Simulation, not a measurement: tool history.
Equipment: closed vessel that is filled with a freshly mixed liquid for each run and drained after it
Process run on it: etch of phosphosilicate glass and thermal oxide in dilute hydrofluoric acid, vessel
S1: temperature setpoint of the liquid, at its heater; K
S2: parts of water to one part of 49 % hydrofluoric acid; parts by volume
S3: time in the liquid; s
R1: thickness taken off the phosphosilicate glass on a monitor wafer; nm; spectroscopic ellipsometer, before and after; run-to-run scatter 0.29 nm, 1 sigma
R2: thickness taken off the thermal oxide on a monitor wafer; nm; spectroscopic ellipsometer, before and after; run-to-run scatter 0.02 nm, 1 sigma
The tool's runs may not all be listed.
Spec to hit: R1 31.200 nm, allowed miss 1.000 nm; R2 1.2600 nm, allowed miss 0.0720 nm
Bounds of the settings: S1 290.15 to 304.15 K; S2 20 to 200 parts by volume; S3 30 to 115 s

run,day,S1,S2,S3,R1,R2
1,0.000,296.15,110,60,55.211,2.1433
2,0.096,295.65,115,60,51.937,2.0702
3,0.200,298.15,115,60,56.797,2.3432
4,0.333,298.15,100,60,66.464,2.6635
5,0.621,297.65,105,60,62.372,2.4905
6,0.988,297.65,105,50,51.353,2.0502
7,1.254,297.15,110,50,47.263,1.9933
8,1.554,296.15,110,50,45.426,1.8706
9,1.817,295.65,110,50,44.667,1.8383
10,1.900,295.15,110,50,43.176,1.8137
11,2.017,294.65,110,50,43.356,1.7478
12,2.196,294.15,110,50,42.563,1.7172
# day 2.242: hydrofluoric acid flow meter replaced
13,2.242,293.65,110,50,47.718,1.9132
14,2.283,293.15,115,50,44.374,1.7815
15,2.538,293.15,120,50,42.155,1.7195
16,2.825,292.65,125,50,39.958,1.6067
17,2.867,292.65,130,50,38.032,1.5072

Which single option among these 5 for the next run brings every result within its allowed miss of target? Just one does.
A,2.908,293.15,130,40,?,?
B,2.908,293.65,130,55,?,?
C,2.908,294.15,145,40,?,?
D,2.908,292.65,145,60,?,?
E,2.908,290.65,125,65,?,?

move,R1,R2
A,30.927,1.2334
B,43.387,1.7303
C,28.397,1.1325
D,40.125,1.6002
E,47.439,1.8919
A: each result inside its tolerance
B: lands further from the targets than the last run did
C: the result that was furthest off in the last run now lies on the other side of its target
D: lands further from the targets than the last run did
E: lands further from the targets than the last run did
Go with A: it meets all targets.

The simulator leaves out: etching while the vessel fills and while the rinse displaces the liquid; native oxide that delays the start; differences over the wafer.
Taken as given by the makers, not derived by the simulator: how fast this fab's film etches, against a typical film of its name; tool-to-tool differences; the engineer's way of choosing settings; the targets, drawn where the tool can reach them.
